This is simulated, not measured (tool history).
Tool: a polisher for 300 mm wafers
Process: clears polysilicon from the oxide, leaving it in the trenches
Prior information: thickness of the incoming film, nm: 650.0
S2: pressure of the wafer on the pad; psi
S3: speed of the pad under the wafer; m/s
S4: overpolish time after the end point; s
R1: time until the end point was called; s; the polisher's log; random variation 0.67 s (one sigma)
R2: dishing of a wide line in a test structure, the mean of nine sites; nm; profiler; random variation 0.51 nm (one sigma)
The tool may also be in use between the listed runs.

{"run": 1, "day": 0.0, "flow of slurry (ml/min)": 260, "S2": 3.3, "S3": 0.86, "S4": 10, "R1": 55.822, "R2": 27.493}
{"run": 2, "day": 0.088, "flow of slurry (ml/min)": 260, "S2": 3.7, "S3": 0.88, "S4": 8, "R1": 46.719, "R2": 27.006}
{"run": 3, "day": 0.238, "flow of slurry (ml/min)": 260, "S2": 3.7, "S3": 0.88, "S4": 6, "R1": 48.309, "R2": 26.225}
{"run": 4, "day": 0.296, "flow of slurry (ml/min)": 260, "S2": 3.3, "S3": 0.88, "S4": 6, "R1": 53.727, "R2": 25.823}
{"run": 5, "day": 0.321, "flow of slurry (ml/min)": 260, "S2": 3.3, "S3": 0.7, "S4": 6, "R1": 67.315, "R2": 24.661}
{"run": 6, "day": 0.567, "flow of slurry (ml/min)": 270, "S2": 3.9, "S3": 0.7, "S4": 5, "R1": 55.459, "R2": 24.26}

What will run 7 give?
{"run": 7, "day": 0.838, "flow of slurry (ml/min)": 275, "S2": 4.9, "S3": 0.76, "S4": 3, "R1": "?", "R2": "?"}

R1: 42.151 s
R2: 22.640 nm
